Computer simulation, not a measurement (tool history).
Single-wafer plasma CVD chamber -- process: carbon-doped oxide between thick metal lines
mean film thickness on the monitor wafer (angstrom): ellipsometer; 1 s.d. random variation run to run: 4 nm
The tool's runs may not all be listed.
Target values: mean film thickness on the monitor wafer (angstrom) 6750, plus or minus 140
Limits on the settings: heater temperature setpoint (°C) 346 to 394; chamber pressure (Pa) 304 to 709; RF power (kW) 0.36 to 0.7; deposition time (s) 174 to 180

run  hour  heater temperature setpoint (°C)  chamber pressure (Pa)  RF power (kW)  deposition time (s)  mean film thickness on the monitor wafer (angstrom)
  1     0                               370                    507           0.53                  174                                               8229.5
  2   1.2                               370                    507           0.53                  180                                               8580.6
  3   4.8                               370                    593           0.53                  180                                               8731.4
  4   7.1                               370                    593           0.53                  180                                               8771.2
  5  15.2                               371                    577          0.505                  179                                               8290.1
  6  22.9                               371                    501          0.505                  179                                               8179.5
  7  29.5                               372                    489           0.49                  179                                               7781.9
  8  36.8                               374                    472          0.485                  179                                               7752.7
  9  42.2                               375                    459          0.475                  179                                               7589.7
 10  44.2                               376                    445           0.47                  179                                               7418.7
 11  47.6                               377                    433          0.465                  179                                               7331.5
     53.5  -- RF generator calibrated
 12  53.5                               377                    433          0.465                  179                                               7670.1
 13  61.6                               376                    427          0.455                  179                                               7430.6
 14  65.1                               377                    420           0.45                  179                                                 7423
 15  73.1                               378                    413           0.44                  179                                               7138.1
 16  79.5                               379                    408          0.435                  179                                               7020.6

Of the 4 settings listed for the next run, only one would bring every result within its allowed miss of target. Which one?
  A  85.9                               382                    319           0.45                  176                                                    ?
  B  85.9                               376                    304           0.42                  180                                                    ?
  C  85.9                               379                    403          0.455                  180                                                    ?
  D  85.9                               388                    489           0.45                  174                                                    ?

move  mean film thickness on the monitor wafer (angstrom)
   A                                               7028.2
   B                                               6713.8
   C                                               7420.2
   D                                               7129.6
A: no nearer and no further than the last run
B: every result within its allowed miss
C: the biggest miss grows against the last run
D: the biggest miss grows against the last run
The move that meets every target is B.

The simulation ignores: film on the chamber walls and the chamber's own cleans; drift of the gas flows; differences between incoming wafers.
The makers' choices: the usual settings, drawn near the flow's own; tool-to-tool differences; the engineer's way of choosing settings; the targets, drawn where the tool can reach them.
